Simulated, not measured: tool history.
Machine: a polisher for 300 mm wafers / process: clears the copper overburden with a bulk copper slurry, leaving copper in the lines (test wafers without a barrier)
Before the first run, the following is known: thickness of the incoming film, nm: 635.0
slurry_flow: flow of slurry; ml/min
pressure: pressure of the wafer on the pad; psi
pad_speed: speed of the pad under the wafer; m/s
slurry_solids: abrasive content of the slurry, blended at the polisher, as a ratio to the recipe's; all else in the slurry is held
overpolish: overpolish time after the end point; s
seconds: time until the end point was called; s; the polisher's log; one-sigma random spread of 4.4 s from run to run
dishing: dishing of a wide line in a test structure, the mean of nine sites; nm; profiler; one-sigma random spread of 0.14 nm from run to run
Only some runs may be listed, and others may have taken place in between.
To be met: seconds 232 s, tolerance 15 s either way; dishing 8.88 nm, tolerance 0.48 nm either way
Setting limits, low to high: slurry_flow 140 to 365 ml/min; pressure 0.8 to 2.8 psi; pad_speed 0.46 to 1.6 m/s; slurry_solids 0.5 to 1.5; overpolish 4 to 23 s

run 1 day=0 | slurry_flow=235 pressure=1.8 pad_speed=1.02 slurry_solids=1 overpolish=12 | seconds=119.22 dishing=11.597
run 2 day=0.138 | slurry_flow=235 pressure=1.8 pad_speed=1.02 slurry_solids=1 overpolish=10 | seconds=119.59 dishing=11.325
run 3 day=0.425 | slurry_flow=235 pressure=1.5 pad_speed=0.98 slurry_solids=1 overpolish=8 | seconds=148.79 dishing=10.213
run 4 day=0.654 | slurry_flow=235 pressure=1.5 pad_speed=0.98 slurry_solids=0.85 overpolish=8 | seconds=154.75 dishing=10.176
run 5 day=0.942 | slurry_flow=235 pressure=1.9 pad_speed=0.98 slurry_solids=0.85 overpolish=8 | seconds=120.98 dishing=10.7
run 6 day=1.125 | slurry_flow=235 pressure=1.9 pad_speed=0.98 slurry_solids=0.95 overpolish=8 | seconds=115.87 dishing=10.81
run 7 day=1.421 | slurry_flow=235 pressure=1.6 pad_speed=0.96 slurry_solids=0.95 overpolish=7 | seconds=140.06 dishing=9.9064
run 8 day=1.625 | slurry_flow=235 pressure=1.4 pad_speed=0.94 slurry_solids=0.95 overpolish=7 | seconds=163.2 dishing=9.4227
run 9 day=1.679 | slurry_flow=235 pressure=1.2 pad_speed=0.92 slurry_solids=0.95 overpolish=8 | seconds=196.29 dishing=9.3053
run 10 day=1.925 | slurry_flow=235 pressure=1.1 pad_speed=0.92 slurry_solids=0.95 overpolish=8 | seconds=204.28 dishing=8.9667
run 11 day=2.192 | slurry_flow=235 pressure=1 pad_speed=0.82 slurry_solids=0.95 overpolish=10 | seconds=247.2 dishing=9.1567
run 12 day=2.479 | slurry_flow=235 pressure=1 pad_speed=0.82 slurry_solids=0.95 overpolish=9 | seconds=261.5 dishing=8.5222

Below are 4 possible settings for the next run. Only one of them brings all results inside the allowed miss of their targets. Which is it?
run A day=2.767 | slurry_flow=295 pressure=0.9 pad_speed=0.78 slurry_solids=0.95 overpolish=11 | seconds=? dishing=?
run B day=2.767 | slurry_flow=200 pressure=0.8 pad_speed=0.86 slurry_solids=0.9 overpolish=12 | seconds=? dishing=?
run C day=2.767 | slurry_flow=215 pressure=1.1 pad_speed=0.86 slurry_solids=0.95 overpolish=8 | seconds=? dishing=?
run D day=2.767 | slurry_flow=195 pressure=0.9 pad_speed=0.7 slurry_solids=1 overpolish=17 | seconds=? dishing=?

move=A seconds=293.06 dishing=9.1821
move=B seconds=314.83 dishing=9.1628
move=C seconds=228.05 dishing=9.0494
move=D seconds=336.17 dishing=10.051
A: lands further from the targets than the last run did
B: lands further from the targets than the last run did
C: hits every target within its allowed miss
D: lands further from the targets than the last run did
The right move is C.
